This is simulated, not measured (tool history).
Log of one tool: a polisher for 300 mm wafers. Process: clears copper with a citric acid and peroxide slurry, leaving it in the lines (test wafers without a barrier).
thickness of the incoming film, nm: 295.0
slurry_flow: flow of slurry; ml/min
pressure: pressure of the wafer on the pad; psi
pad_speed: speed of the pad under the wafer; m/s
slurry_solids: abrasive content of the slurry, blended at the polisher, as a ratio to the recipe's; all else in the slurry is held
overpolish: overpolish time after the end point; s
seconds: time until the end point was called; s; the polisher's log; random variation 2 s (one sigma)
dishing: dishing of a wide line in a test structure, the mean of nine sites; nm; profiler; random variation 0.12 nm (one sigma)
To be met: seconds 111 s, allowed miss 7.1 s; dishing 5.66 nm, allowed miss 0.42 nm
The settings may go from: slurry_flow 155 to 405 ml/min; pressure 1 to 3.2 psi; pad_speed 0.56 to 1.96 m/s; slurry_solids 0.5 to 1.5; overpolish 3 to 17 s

run	day	slurry_flow	pressure	pad_speed	slurry_solids	overpolish	seconds	dishing
1	0	260	2.1	1.26	1	9	135.24	13.564
2	0.221	305	2.1	1.26	1	9	136.84	13.04
3	0.304	320	2.1	1.28	1	8	137.25	11.883
4	0.617	320	2.1	1.44	1	8	122.82	13.313
5	0.679	335	2.2	1.38	1.1	7	117.15	11.761
6	0.908	345	2.3	1.32	1.15	6	118.11	10.592
7	0.975	355	2.3	1.3	1.2	6	117.64	10.478
8	1	365	2.3	1.28	1.25	6	122.26	10.264
# day 1.121: worn pad replaced by a new one
9	1.121	370	2.3	1.26	1.3	6	106.95	11.348
10	1.312	375	2.2	1.24	1.35	6	112.2	11.059

4 next moves are on the table. One of them brings every result within its allowed miss. Which?
A	1.504	405	2.2	1.16	1.5	10	?	?
B	1.504	370	2.6	1.2	1	3	?	?
C	1.504	345	2.3	1.18	1.4	5	?	?
D	1.504	335	2.2	1.28	1.45	13	?	?

move	seconds	dishing
A	121.06	16.611
B	111.8	5.647
C	117.8	8.8162
D	112.23	22.688
A: further off than the last run
B: meets every target
C: nearer than the last run, and not there yet
D: further off than the last run
The right move is B.

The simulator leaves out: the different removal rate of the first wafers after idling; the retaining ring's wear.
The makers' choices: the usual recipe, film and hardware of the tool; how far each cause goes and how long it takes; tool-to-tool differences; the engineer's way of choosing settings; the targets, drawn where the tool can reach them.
